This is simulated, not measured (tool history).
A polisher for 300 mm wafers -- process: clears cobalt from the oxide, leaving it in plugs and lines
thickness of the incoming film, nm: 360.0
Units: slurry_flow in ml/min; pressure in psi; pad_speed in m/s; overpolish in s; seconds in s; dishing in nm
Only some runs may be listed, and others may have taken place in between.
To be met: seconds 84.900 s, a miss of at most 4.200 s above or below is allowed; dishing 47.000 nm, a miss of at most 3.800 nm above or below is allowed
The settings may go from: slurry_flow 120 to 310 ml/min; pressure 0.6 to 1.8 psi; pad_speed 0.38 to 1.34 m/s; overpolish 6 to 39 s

run  hour  slurry_flow  pressure  pad_speed  overpolish  seconds  dishing
  1   0.0          200       1.2       0.86          20  127.790   38.634
  2   3.3          200       1.3       0.86          20  123.460   38.891
  3   8.6          200       1.4       0.88          20  108.080   42.151
  4   9.7          200       1.4       0.98          20   98.866   42.867
  5  11.6          200       1.4       0.84          20  113.930   39.086
  6  17.8          200       1.3       0.84          20  120.810   39.131
  7  18.7          200       1.4       0.84          20  113.330   37.978
  8  23.0          205       1.7       0.90          26   90.808   53.281

Next run, 4 choices. One meets every target within its allowed miss, the rest don't. Which?
  A  27.3          220       1.8       0.94          26        ?        ?
  B  27.3          245       1.6       0.96          21        ?        ?
  C  27.3          215       1.8       0.80          17        ?        ?
  D  27.3          215       1.8       1.02          24        ?        ?

move  seconds  dishing
   A   78.952   52.434
   B   85.758   46.787
   C   92.577   40.493
   D   73.117   52.328
A: nearer the targets than the last run, but a result is still out of spec
B: each result inside its tolerance
C: moves the result that the last run missed by most past its target, out the other side
D: further off than the last run
Go with B: it meets all targets.
